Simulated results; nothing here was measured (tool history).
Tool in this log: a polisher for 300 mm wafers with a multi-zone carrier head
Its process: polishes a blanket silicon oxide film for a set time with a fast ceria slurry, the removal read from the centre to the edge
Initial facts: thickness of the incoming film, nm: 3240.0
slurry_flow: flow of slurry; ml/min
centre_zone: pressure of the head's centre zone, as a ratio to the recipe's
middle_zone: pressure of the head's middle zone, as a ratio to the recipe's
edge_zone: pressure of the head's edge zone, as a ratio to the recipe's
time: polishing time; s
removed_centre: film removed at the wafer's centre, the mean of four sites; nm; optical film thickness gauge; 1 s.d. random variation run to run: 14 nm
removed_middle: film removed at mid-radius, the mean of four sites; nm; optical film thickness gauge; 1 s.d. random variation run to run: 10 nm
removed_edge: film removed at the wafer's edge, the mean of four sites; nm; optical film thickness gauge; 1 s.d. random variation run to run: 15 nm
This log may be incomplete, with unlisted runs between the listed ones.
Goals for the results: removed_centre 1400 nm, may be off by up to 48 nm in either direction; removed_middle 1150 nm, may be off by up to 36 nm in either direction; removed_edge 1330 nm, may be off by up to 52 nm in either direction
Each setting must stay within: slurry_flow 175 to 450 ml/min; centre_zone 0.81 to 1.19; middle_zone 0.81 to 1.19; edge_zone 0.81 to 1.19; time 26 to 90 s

{"run": 1, "day": 0.0, "slurry_flow": 290, "centre_zone": 1, "middle_zone": 1, "edge_zone": 1, "time": 58, "removed_centre": 964.19, "removed_middle": 1020.1, "removed_edge": 1005.6}
{"run": 2, "day": 0.083, "slurry_flow": 295, "centre_zone": 1.03, "middle_zone": 0.99, "edge_zone": 1.02, "time": 60, "removed_centre": 1035.3, "removed_middle": 1033.8, "removed_edge": 1056.4}
{"run": 3, "day": 0.333, "slurry_flow": 295, "centre_zone": 1.03, "middle_zone": 0.99, "edge_zone": 0.94, "time": 60, "removed_centre": 1023.5, "removed_middle": 1030.2, "removed_edge": 1012.7}
{"run": 4, "day": 0.417, "slurry_flow": 295, "centre_zone": 1.03, "middle_zone": 0.99, "edge_zone": 0.91, "time": 60, "removed_centre": 1021, "removed_middle": 1041.5, "removed_edge": 1000.5}
{"run": 5, "day": 0.717, "slurry_flow": 295, "centre_zone": 1.05, "middle_zone": 0.98, "edge_zone": 0.94, "time": 62, "removed_centre": 1086.7, "removed_middle": 1059.9, "removed_edge": 1064.5}
{"run": 6, "day": 0.792, "slurry_flow": 295, "centre_zone": 1.07, "middle_zone": 0.98, "edge_zone": 0.97, "time": 63, "removed_centre": 1120.4, "removed_middle": 1063.2, "removed_edge": 1080}
{"run": 7, "day": 0.988, "slurry_flow": 300, "centre_zone": 1.08, "middle_zone": 0.97, "edge_zone": 0.99, "time": 64, "removed_centre": 1153.2, "removed_middle": 1091.8, "removed_edge": 1109.7}
{"run": 8, "day": 1.338, "slurry_flow": 310, "centre_zone": 1.18, "middle_zone": 0.87, "edge_zone": 1.09, "time": 71, "removed_centre": 1398.1, "removed_middle": 1114.2, "removed_edge": 1275.3}
{"run": 9, "day": 1.512, "slurry_flow": 310, "centre_zone": 1.18, "middle_zone": 0.87, "edge_zone": 1.1, "time": 71, "removed_centre": 1409.5, "removed_middle": 1110.2, "removed_edge": 1300.1}

Of the 4 settings listed for the next run, only one would bring every result within its allowed miss of target. Which one?
{"run": "A", "day": 1.688, "slurry_flow": 340, "centre_zone": 1.12, "middle_zone": 0.81, "edge_zone": 1.19, "time": 74, "removed_centre": "?", "removed_middle": "?", "removed_edge": "?"}
{"run": "B", "day": 1.688, "slurry_flow": 345, "centre_zone": 1.12, "middle_zone": 0.85, "edge_zone": 1.19, "time": 75, "removed_centre": "?", "removed_middle": "?", "removed_edge": "?"}
{"run": "C", "day": 1.688, "slurry_flow": 330, "centre_zone": 1.19, "middle_zone": 0.86, "edge_zone": 1.04, "time": 75, "removed_centre": "?", "removed_middle": "?", "removed_edge": "?"}
{"run": "D", "day": 1.688, "slurry_flow": 340, "centre_zone": 1.13, "middle_zone": 0.88, "edge_zone": 1.06, "time": 73, "removed_centre": "?", "removed_middle": "?", "removed_edge": "?"}

move=A removed_centre=1399.2 removed_middle=1083.7 removed_edge=1433.4
move=B removed_centre=1420.3 removed_middle=1143.8 removed_edge=1453.3
move=C removed_centre=1503.9 removed_middle=1150.6 removed_edge=1355.2
move=D removed_centre=1393.4 removed_middle=1144.4 removed_edge=1333.3
A: lands further from the targets than the last run did
B: puts the biggest miss on target and leaves a different result outside tolerance
C: puts the biggest miss on target and leaves a different result outside tolerance
D: every result within its allowed miss
Correct choice: D, which meets every target

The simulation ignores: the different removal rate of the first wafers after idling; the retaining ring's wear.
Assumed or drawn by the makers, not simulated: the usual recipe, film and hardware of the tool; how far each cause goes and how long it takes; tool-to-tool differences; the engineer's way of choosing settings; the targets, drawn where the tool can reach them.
